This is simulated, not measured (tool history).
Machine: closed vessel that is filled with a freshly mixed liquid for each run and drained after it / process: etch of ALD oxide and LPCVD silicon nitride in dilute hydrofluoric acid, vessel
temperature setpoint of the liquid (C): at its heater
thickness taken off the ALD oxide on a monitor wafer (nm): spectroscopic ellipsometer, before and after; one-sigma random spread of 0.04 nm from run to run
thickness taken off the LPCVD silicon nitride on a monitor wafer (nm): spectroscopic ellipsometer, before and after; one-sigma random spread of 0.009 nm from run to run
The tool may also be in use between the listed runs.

| run | hour | temperature setpoint of the liquid (C) | parts of water to one part of 49 % hydrofluoric acid (parts by volume) | time in the liquid (s) | thickness taken off the ALD oxide on a monitor wafer (nm) | thickness taken off the LPCVD silicon nitride on a monitor wafer (nm) |
|---|---|---|---|---|---|---|
| 1 | 0.0 | 26.0 | 145 | 125 | 17.3490 | 0.51407 |
| 2 | 2.1 | 27.5 | 145 | 125 | 18.2830 | 0.56041 |
| 3 | 10.5 | 27.5 | 115 | 125 | 23.5800 | 0.68460 |
| 4 | 18.5 | 25.5 | 155 | 125 | 15.6640 | 0.45508 |
| 5 | 21.6 | 28.0 | 155 | 125 | 17.1510 | 0.52253 |
| 6 | 30.5 | 25.5 | 180 | 125 | 13.2330 | 0.36513 |
| 7 | 36.4 | 25.5 | 200 | 115 | 10.5470 | 0.30189 |

Expected results for the next run?
| 8 | 41.1 | 25.0 | 215 | 110 | ? | ? |

Run 8 produced thickness taken off the ALD oxide on a monitor wafer (nm) 9.0759, thickness taken off the LPCVD silicon nitride on a monitor wafer (nm) 0.29595.
